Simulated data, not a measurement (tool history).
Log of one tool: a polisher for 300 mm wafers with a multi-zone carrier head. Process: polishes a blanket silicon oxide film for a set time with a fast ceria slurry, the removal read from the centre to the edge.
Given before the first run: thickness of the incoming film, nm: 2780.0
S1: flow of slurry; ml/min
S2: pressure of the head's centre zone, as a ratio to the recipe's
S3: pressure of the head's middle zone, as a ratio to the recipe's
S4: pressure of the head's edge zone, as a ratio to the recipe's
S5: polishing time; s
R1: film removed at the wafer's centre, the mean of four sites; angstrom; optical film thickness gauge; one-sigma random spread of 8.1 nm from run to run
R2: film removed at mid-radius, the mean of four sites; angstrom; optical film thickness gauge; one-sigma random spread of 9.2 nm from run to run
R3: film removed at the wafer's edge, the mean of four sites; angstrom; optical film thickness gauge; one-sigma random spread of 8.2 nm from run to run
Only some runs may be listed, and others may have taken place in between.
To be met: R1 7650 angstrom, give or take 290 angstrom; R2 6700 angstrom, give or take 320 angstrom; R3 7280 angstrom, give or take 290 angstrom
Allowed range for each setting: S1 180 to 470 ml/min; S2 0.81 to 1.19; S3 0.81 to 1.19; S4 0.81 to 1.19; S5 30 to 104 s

Run 1, hour 0: S1 300 ml/min, S2 1, S3 1, S4 1, S5 67 s. Result: R1 8101.1 angstrom, R2 8221.2 angstrom, R3 8431.7 angstrom.
Run 2, hour 7.2: S1 300 ml/min, S2 1.01, S3 0.98, S4 0.98, S5 66 s. Result: R1 8092.6 angstrom, R2 8419.7 angstrom, R3 8333 angstrom.
Run 3, hour 14.3: S1 300 ml/min, S2 1.01, S3 0.98, S4 0.9, S5 66 s. Result: R1 8085.7 angstrom, R2 8208.2 angstrom, R3 7953.8 angstrom.
Run 4, hour 16.1: S1 295 ml/min, S2 1.02, S3 0.95, S4 0.9, S5 65 s. Result: R1 8287.1 angstrom, R2 7915.9 angstrom, R3 7814.1 angstrom.
Run 5, hour 18.3: S1 295 ml/min, S2 1.02, S3 1, S4 0.9, S5 65 s. Result: R1 8141.4 angstrom, R2 8189.6 angstrom, R3 7969.5 angstrom.
Run 6, hour 26.2: S1 285 ml/min, S2 1.02, S3 0.97, S4 0.92, S5 64 s. Result: R1 7868.4 angstrom, R2 7915.4 angstrom, R3 7737.2 angstrom.
Run 7, hour 31.3: S1 285 ml/min, S2 1.02, S3 0.97, S4 0.92, S5 64 s. Result: R1 7896.1 angstrom, R2 7781.4 angstrom, R3 7860.5 angstrom.
Run 8, hour 39.5: S1 280 ml/min, S2 1.02, S3 0.95, S4 0.91, S5 63 s. Result: R1 7984.3 angstrom, R2 7547.2 angstrom, R3 7633.2 angstrom.
Run 9, hour 42.3: S1 270 ml/min, S2 0.99, S3 0.85, S4 0.93, S5 59 s. Result: R1 7018.9 angstrom, R2 6447.4 angstrom, R3 7153.9 angstrom.
Run 10, hour 50.3: S1 270 ml/min, S2 0.99, S3 0.85, S4 0.93, S5 59 s. Result: R1 6905.9 angstrom, R2 6477.6 angstrom, R3 7253.7 angstrom.
Run 11, hour 52.2: S1 275 ml/min, S2 1, S3 0.85, S4 0.93, S5 59 s. Result: R1 7142.9 angstrom, R2 6422.5 angstrom, R3 7288.7 angstrom.
Run 12, hour 54.7: S1 280 ml/min, S2 1.01, S3 0.86, S4 0.93, S5 59 s. Result: R1 7314.8 angstrom, R2 6602.6 angstrom, R3 7145.3 angstrom.

Pick the move, out of 5, that brings all results within their allowed miss; only one does.
Run A, hour 57.2: S1 200 ml/min, S2 0.94, S3 0.83, S4 0.91, S5 65 s. Result: R1 ?, R2 ?, R3 ?.
Run B, hour 57.2: S1 325 ml/min, S2 1.02, S3 0.85, S4 0.88, S5 57 s. Result: R1 ?, R2 ?, R3 ?.
Run C, hour 57.2: S1 340 ml/min, S2 1.05, S3 0.91, S4 0.97, S5 55 s. Result: R1 ?, R2 ?, R3 ?.
Run D, hour 57.2: S1 180 ml/min, S2 0.96, S3 0.9, S4 0.96, S5 62 s. Result: R1 ?, R2 ?, R3 ?.
Run E, hour 57.2: S1 290 ml/min, S2 1.05, S3 0.86, S4 0.92, S5 60 s. Result: R1 ?, R2 ?, R3 ?.

move      R1      R2      R3
   A    7000  6778.5  7579.3
   B    7157  6457.8  6878.2
   C  7147.1  6618.9  6920.5
   D  6673.9  6775.8  7276.2
   E  7656.7  6781.5  7302.5
A: further off than the last run
B: further off than the last run
C: further off than the last run
D: further off than the last run
E: hits every target within its allowed miss
Answer: E
